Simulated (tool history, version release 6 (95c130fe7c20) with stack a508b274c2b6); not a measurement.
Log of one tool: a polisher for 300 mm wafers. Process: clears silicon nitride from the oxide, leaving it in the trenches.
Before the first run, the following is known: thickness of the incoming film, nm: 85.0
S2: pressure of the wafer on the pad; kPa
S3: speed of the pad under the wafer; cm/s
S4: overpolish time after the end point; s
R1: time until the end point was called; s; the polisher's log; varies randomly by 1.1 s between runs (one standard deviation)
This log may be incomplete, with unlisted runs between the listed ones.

Run 1, hour 0.0: flow of slurry (ml/min) 210, S2 17.2 kPa, S3 82 cm/s, S4 16 s. Result: R1 136.69 s.
Run 2, hour 8.5: flow of slurry (ml/min) 210, S2 17.2 kPa, S3 82 cm/s, S4 17 s. Result: R1 135.44 s.
Run 3, hour 9.7: flow of slurry (ml/min) 210, S2 13.8 kPa, S3 82 cm/s, S4 17 s. Result: R1 167.82 s.
Run 4, hour 14.7: flow of slurry (ml/min) 210, S2 11.0 kPa, S3 82 cm/s, S4 17 s. Result: R1 204.73 s.
Run 5, hour 17.3: flow of slurry (ml/min) 210, S2 11.0 kPa, S3 82 cm/s, S4 17 s. Result: R1 203.47 s.
Run 6, hour 24.9: flow of slurry (ml/min) 210, S2 13.1 kPa, S3 82 cm/s, S4 17 s. Result: R1 169.99 s.

Run 7 is up next; what results do you expect?
Run 7, hour 28.6: flow of slurry (ml/min) 210, S2 17.2 kPa, S3 84 cm/s, S4 17 s. Result: R1 ?.

Logged for run 7: R1 131.02 s.
